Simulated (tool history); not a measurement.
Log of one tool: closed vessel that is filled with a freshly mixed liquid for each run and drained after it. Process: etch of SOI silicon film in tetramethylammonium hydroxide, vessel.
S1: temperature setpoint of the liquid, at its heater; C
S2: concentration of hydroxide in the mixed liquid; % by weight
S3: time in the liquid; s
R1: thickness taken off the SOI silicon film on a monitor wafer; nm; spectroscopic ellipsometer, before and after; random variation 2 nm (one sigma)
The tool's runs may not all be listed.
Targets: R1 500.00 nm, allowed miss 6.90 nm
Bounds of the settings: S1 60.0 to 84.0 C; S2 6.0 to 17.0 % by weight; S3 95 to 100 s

run 1 day=0.000 | S1=73.0 S2=11.5 S3=95 | R1=808.74
run 2 day=0.279 | S1=73.0 S2=9.5 S3=95 | R1=877.08
run 3 day=0.350 | S1=73.0 S2=12.0 S3=95 | R1=799.52
run 4 day=0.525 | S1=70.5 S2=12.0 S3=95 | R1=687.24
run 5 day=0.646 | S1=68.5 S2=12.0 S3=95 | R1=611.10
run 6 day=0.758 | S1=67.5 S2=12.0 S3=95 | R1=576.28
run 7 day=1.008 | S1=66.5 S2=12.0 S3=95 | R1=540.18
run 8 day=1.371 | S1=66.5 S2=12.0 S3=95 | R1=541.68
run 9 day=1.579 | S1=66.0 S2=12.0 S3=95 | R1=529.90
run 10 day=1.658 | S1=66.0 S2=12.0 S3=95 | R1=526.14

Which of these 4 next moves meets every target?
run A day=1.738 | S1=64.0 S2=11.0 S3=95 | R1=?
run B day=1.738 | S1=65.5 S2=12.5 S3=95 | R1=?
run C day=1.738 | S1=65.0 S2=13.0 S3=95 | R1=?
run D day=1.738 | S1=64.5 S2=12.0 S3=95 | R1=?

move=A R1=484.73
move=B R1=501.67
move=C R1=477.34
move=D R1=481.39
A: takes the result that was furthest off past its target
B: meets every target
C: takes the result that was furthest off past its target
D: takes the result that was furthest off past its target
Move B is the one to make.
